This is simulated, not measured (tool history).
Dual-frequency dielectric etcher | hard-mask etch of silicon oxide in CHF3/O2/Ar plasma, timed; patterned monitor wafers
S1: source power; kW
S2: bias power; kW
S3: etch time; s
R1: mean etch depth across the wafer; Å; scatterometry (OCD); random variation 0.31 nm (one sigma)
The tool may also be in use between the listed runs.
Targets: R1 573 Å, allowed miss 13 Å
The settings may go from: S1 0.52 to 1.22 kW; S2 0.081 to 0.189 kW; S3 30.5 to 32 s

Run 1, hour 0: S1 0.87 kW, S2 0.135 kW, S3 30.5 s. Result: R1 656.54 Å.
Run 2, hour 5.1: S1 0.84 kW, S2 0.134 kW, S3 30.5 s. Result: R1 642.96 Å.
Run 3, hour 8.5: S1 0.82 kW, S2 0.133 kW, S3 30.5 s. Result: R1 629.25 Å.
Run 4, hour 14.7: S1 0.82 kW, S2 0.156 kW, S3 30.5 s. Result: R1 673.7 Å.
Run 5, hour 22.6: S1 0.76 kW, S2 0.156 kW, S3 30.5 s. Result: R1 648.87 Å.
Run 6, hour 26.5: S1 0.74 kW, S2 0.155 kW, S3 30.5 s. Result: R1 643.64 Å.
Run 7, hour 31.9: S1 0.72 kW, S2 0.154 kW, S3 30.5 s. Result: R1 634.03 Å.
Run 8, hour 40.1: S1 0.7 kW, S2 0.153 kW, S3 30.5 s. Result: R1 626.66 Å.
Run 9, hour 43.4: S1 0.68 kW, S2 0.152 kW, S3 30.5 s. Result: R1 615.98 Å.
Run 10, hour 52.1: S1 0.67 kW, S2 0.152 kW, S3 30.5 s. Result: R1 611.29 Å.
Run 11, hour 57.6: S1 0.66 kW, S2 0.152 kW, S3 30.5 s. Result: R1 609.63 Å.
Run 12, hour 62.8: S1 0.65 kW, S2 0.152 kW, S3 30.5 s. Result: R1 601.21 Å.
Run 13, hour 67: S1 0.55 kW, S2 0.148 kW, S3 30.5 s. Result: R1 552.7 Å.

5 next moves are on the table. One of them brings every result within its allowed miss. Which?
Run A, hour 71.2: S1 0.52 kW, S2 0.143 kW, S3 31 s. Result: R1 ?.
Run B, hour 71.2: S1 0.52 kW, S2 0.141 kW, S3 31 s. Result: R1 ?.
Run C, hour 71.2: S1 0.58 kW, S2 0.153 kW, S3 32 s. Result: R1 ?.
Run D, hour 71.2: S1 0.58 kW, S2 0.143 kW, S3 31 s. Result: R1 ?.
Run E, hour 71.2: S1 0.52 kW, S2 0.131 kW, S3 30.5 s. Result: R1 ?.

move      R1
   A  539.67
   B  536.76
   C  598.19
   D  564.74
   E  513.46
A: further off than the last run
B: further off than the last run
C: takes the result that was furthest off past its target
D: meets every target
E: further off than the last run
Move D is the one to make.

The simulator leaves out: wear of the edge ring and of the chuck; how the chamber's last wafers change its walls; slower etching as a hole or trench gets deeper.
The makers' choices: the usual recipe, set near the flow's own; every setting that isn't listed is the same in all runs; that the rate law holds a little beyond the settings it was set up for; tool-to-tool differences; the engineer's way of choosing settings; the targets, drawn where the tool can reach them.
